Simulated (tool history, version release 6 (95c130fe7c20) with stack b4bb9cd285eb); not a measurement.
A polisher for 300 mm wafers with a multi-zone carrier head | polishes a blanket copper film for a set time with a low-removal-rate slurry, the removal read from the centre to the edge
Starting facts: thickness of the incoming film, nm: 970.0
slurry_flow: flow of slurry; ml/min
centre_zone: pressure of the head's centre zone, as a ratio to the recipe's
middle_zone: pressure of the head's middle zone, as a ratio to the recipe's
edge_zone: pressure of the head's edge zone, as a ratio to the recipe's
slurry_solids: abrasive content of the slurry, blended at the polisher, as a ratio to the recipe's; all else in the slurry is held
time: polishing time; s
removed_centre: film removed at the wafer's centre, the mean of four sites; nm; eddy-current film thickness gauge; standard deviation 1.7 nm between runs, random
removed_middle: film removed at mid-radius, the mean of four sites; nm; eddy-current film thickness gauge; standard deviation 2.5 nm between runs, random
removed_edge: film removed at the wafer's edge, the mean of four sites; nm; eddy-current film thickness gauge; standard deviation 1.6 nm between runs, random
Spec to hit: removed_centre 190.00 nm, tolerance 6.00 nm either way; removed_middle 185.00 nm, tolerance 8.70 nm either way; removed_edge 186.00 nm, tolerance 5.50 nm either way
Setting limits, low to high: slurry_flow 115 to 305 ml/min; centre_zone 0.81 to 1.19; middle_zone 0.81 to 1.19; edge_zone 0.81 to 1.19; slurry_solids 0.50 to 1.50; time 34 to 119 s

| run | hour | slurry_flow | centre_zone | middle_zone | edge_zone | slurry_solids | time | removed_centre | removed_middle | removed_edge |
|---|---|---|---|---|---|---|---|---|---|---|
| 1 | 0.0 | 195 | 1.00 | 1.00 | 1.00 | 1.00 | 76 | 251.61 | 254.36 | 251.04 |
| 2 | 2.9 | 195 | 0.99 | 0.99 | 0.98 | 0.95 | 75 | 244.52 | 243.81 | 243.77 |
| 3 | 8.9 | 195 | 0.99 | 1.04 | 0.98 | 0.95 | 75 | 242.23 | 255.24 | 247.30 |
| 4 | 10.0 | 195 | 0.99 | 1.03 | 0.96 | 0.90 | 74 | 234.79 | 241.90 | 235.78 |
| 5 | 14.3 | 195 | 0.99 | 1.03 | 0.94 | 0.85 | 73 | 230.79 | 238.79 | 227.53 |
| 6 | 19.9 | 195 | 0.99 | 1.03 | 0.94 | 0.85 | 58 | 181.50 | 188.87 | 177.89 |
| 7 | 23.9 | 195 | 0.99 | 1.03 | 0.94 | 0.85 | 58 | 183.98 | 196.26 | 180.28 |
| 8 | 31.7 | 195 | 0.99 | 1.02 | 0.95 | 0.85 | 58 | 182.02 | 186.58 | 180.71 |
| 9 | 34.1 | 200 | 0.99 | 1.02 | 0.95 | 0.85 | 58 | 180.49 | 190.96 | 181.21 |
| 10 | 37.3 | 200 | 1.00 | 1.01 | 0.96 | 0.85 | 58 | 183.70 | 186.88 | 182.71 |

Next run, 5 choices. One meets every target within its allowed miss, the rest don't. Which?
| A | 40.5 | 185 | 1.05 | 0.98 | 1.10 | 0.70 | 56 | ? | ? | ? |
| B | 40.5 | 235 | 1.04 | 1.00 | 1.05 | 0.50 | 65 | ? | ? | ? |
| C | 40.5 | 220 | 1.02 | 1.12 | 0.87 | 1.05 | 55 | ? | ? | ? |
| D | 40.5 | 205 | 1.03 | 1.05 | 0.84 | 0.70 | 66 | ? | ? | ? |
| E | 40.5 | 230 | 1.01 | 1.01 | 0.90 | 0.50 | 66 | ? | ? | ? |

| move | removed_centre | removed_middle | removed_edge |
|---|---|---|---|
| A | 169.35 | 164.89 | 175.37 |
| B | 185.17 | 184.07 | 186.64 |
| C | 186.13 | 207.19 | 176.20 |
| D | 200.21 | 209.56 | 186.37 |
| E | 182.94 | 188.00 | 177.02 |
A: its largest miss is bigger than the last run's
B: all results land within tolerance of their targets
C: puts the biggest miss on target and leaves a different result outside tolerance
D: carries the result that was furthest off beyond its target, to the other side
E: its largest miss is bigger than the last run's
B meets every target.

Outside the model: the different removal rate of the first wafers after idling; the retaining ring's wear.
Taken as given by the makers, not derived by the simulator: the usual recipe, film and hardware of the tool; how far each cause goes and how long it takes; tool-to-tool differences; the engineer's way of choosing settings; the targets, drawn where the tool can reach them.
